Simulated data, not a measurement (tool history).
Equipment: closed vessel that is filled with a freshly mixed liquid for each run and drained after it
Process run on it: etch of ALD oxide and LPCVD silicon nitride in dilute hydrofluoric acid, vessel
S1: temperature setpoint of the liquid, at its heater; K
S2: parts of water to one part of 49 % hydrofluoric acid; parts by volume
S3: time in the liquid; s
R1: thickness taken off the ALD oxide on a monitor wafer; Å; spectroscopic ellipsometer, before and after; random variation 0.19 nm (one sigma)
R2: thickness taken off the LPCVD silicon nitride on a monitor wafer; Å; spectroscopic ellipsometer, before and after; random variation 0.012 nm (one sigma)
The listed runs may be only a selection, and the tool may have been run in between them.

Run 1, hour 0: S1 295.15 K, S2 45 parts by volume, S3 120 s. Result: R1 425.78 Å, R2 10.09 Å.
Run 2, hour 4.9: S1 295.15 K, S2 45 parts by volume, S3 160 s. Result: R1 563.97 Å, R2 13.517 Å.
Run 3, hour 5.9: S1 293.65 K, S2 55 parts by volume, S3 160 s. Result: R1 433.69 Å, R2 10.351 Å.
Run 4, hour 14.3: S1 292.15 K, S2 55 parts by volume, S3 160 s. Result: R1 403.77 Å, R2 9.4481 Å.
Run 5, hour 16.2: S1 292.15 K, S2 65 parts by volume, S3 160 s. Result: R1 339.54 Å, R2 7.6302 Å.
Run 6, hour 20.4: S1 291.65 K, S2 70 parts by volume, S3 150 s. Result: R1 287.76 Å, R2 6.4776 Å.
Run 7, hour 22.1: S1 291.15 K, S2 70 parts by volume, S3 145 s. Result: R1 270.85 Å, R2 6.1727 Å.

Run 8 comes next. What will it give?
Run 8, hour 28.6: S1 290.65 K, S2 70 parts by volume, S3 140 s. Result: R1 ?, R2 ?.

{"run 8": {"R1": 256.71, "R2": 5.8517}}
